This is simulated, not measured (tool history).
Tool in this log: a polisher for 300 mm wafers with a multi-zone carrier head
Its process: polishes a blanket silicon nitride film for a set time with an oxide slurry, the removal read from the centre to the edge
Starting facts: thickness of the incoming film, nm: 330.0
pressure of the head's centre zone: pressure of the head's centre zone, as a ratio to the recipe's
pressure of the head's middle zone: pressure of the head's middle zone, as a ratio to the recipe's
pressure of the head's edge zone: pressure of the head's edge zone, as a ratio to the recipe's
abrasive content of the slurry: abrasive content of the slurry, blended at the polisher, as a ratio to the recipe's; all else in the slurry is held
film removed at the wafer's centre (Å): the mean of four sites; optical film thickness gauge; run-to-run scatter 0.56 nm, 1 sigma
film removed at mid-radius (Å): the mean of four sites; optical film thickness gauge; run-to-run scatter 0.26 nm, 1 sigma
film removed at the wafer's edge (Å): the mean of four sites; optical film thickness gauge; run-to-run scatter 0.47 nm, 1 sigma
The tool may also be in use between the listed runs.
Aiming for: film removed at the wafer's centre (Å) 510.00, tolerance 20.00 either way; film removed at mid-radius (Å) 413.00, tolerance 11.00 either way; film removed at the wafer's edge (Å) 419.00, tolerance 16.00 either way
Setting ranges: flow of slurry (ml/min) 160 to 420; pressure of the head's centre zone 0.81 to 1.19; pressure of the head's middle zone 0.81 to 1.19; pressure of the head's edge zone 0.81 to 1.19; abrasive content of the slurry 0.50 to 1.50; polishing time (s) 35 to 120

| run | hour | flow of slurry (ml/min) | pressure of the head's centre zone | pressure of the head's middle zone | pressure of the head's edge zone | abrasive content of the slurry | polishing time (s) | film removed at the wafer's centre (Å) | film removed at mid-radius (Å) | film removed at the wafer's edge (Å) |
|---|---|---|---|---|---|---|---|---|---|---|
| 1 | 0.0 | 270 | 1.00 | 1.00 | 1.00 | 1.00 | 77 | 839.79 | 818.85 | 807.19 |
| 2 | 6.9 | 270 | 1.02 | 0.97 | 0.97 | 0.90 | 71 | 708.58 | 690.18 | 691.20 |
| 3 | 15.6 | 270 | 1.07 | 0.97 | 0.97 | 0.90 | 71 | 757.88 | 692.44 | 668.02 |
| 4 | 20.2 | 270 | 1.11 | 0.97 | 0.97 | 0.90 | 71 | 777.12 | 686.20 | 700.03 |
| 5 | 28.8 | 270 | 1.13 | 0.94 | 0.94 | 0.80 | 68 | 665.52 | 578.80 | 584.20 |
| 6 | 36.3 | 270 | 1.14 | 0.92 | 0.91 | 0.75 | 68 | 649.95 | 540.75 | 543.42 |
| 7 | 43.6 | 265 | 1.13 | 0.90 | 0.89 | 0.70 | 68 | 599.82 | 484.95 | 503.98 |
| 8 | 50.0 | 270 | 1.12 | 0.90 | 0.87 | 0.65 | 68 | 549.48 | 444.33 | 454.40 |
| 9 | 58.8 | 270 | 1.11 | 0.90 | 0.86 | 0.65 | 68 | 541.14 | 445.40 | 444.27 |
| 10 | 62.8 | 270 | 1.10 | 0.89 | 0.85 | 0.65 | 68 | 530.77 | 445.18 | 445.35 |
| 11 | 66.8 | 235 | 1.12 | 0.85 | 0.81 | 0.55 | 68 | 421.59 | 329.09 | 339.66 |
| 12 | 75.5 | 255 | 1.11 | 0.85 | 0.81 | 0.55 | 68 | 423.60 | 336.49 | 341.61 |
| 13 | 80.7 | 280 | 1.11 | 0.85 | 0.82 | 0.55 | 68 | 423.84 | 343.20 | 344.88 |
| 14 | 83.0 | 280 | 1.11 | 0.85 | 0.82 | 0.55 | 68 | 422.87 | 339.36 | 349.83 |
| 15 | 87.7 | 325 | 1.19 | 0.95 | 0.92 | 0.80 | 68 | 716.05 | 590.01 | 592.16 |
| 16 | 89.1 | 325 | 1.17 | 0.93 | 0.90 | 0.80 | 68 | 724.63 | 586.69 | 591.45 |
| 17 | 96.8 | 325 | 1.17 | 0.93 | 0.90 | 0.80 | 68 | 712.52 | 584.69 | 585.77 |
| 18 | 104.5 | 305 | 1.14 | 0.91 | 0.88 | 0.80 | 68 | 692.66 | 569.53 | 570.21 |
| 19 | 112.9 | 240 | 1.06 | 0.82 | 0.81 | 0.55 | 59 | 350.34 | 279.34 | 301.68 |
| 20 | 115.0 | 250 | 1.09 | 0.85 | 0.84 | 0.55 | 58 | 354.25 | 286.09 | 302.05 |
| 21 | 116.9 | 250 | 1.09 | 0.85 | 0.84 | 0.55 | 58 | 355.29 | 282.83 | 296.59 |
| 22 | 119.7 | 250 | 1.11 | 0.89 | 0.89 | 0.55 | 58 | 362.01 | 294.87 | 309.30 |
| 23 | 122.2 | 245 | 1.13 | 0.91 | 0.90 | 0.60 | 58 | 419.29 | 345.16 | 344.66 |
| 24 | 128.0 | 245 | 1.13 | 0.91 | 0.90 | 0.60 | 58 | 416.59 | 342.11 | 357.37 |
| 25 | 132.7 | 250 | 1.14 | 0.92 | 0.90 | 0.60 | 58 | 417.79 | 345.21 | 354.88 |
| 26 | 137.5 | 260 | 1.15 | 0.92 | 0.90 | 0.60 | 58 | 424.80 | 348.88 | 353.54 |
| 27 | 143.4 | 260 | 1.16 | 0.92 | 0.91 | 0.60 | 58 | 422.40 | 350.20 | 354.84 |

Consider the 5 candidate settings below. Which is the only one whose results all fall within their allowed miss of target?
| A | 149.3 | 300 | 1.09 | 1.02 | 0.98 | 0.60 | 65 | ? | ? | ? |
| B | 149.3 | 245 | 0.88 | 0.96 | 1.13 | 0.70 | 56 | ? | ? | ? |
| C | 149.3 | 225 | 1.15 | 0.90 | 0.87 | 0.85 | 49 | ? | ? | ? |
| D | 149.3 | 295 | 1.11 | 1.01 | 0.97 | 0.55 | 76 | ? | ? | ? |
| E | 149.3 | 255 | 1.16 | 0.90 | 0.83 | 0.70 | 63 | ? | ? | ? |

| move | film removed at the wafer's centre (Å) | film removed at mid-radius (Å) | film removed at the wafer's edge (Å) |
|---|---|---|---|
| A | 454.65 | 432.46 | 423.80 |
| B | 386.04 | 421.41 | 468.62 |
| C | 507.72 | 416.30 | 432.47 |
| D | 470.96 | 437.26 | 430.22 |
| E | 554.70 | 450.72 | 456.98 |
A: carries the result that was furthest off beyond its target, to the other side
B: brings the result that was furthest off to its target, and leaves another outside
C: meets every target
D: carries the result that was furthest off beyond its target, to the other side
E: carries the result that was furthest off beyond its target, to the other side
The move that meets every target is C.
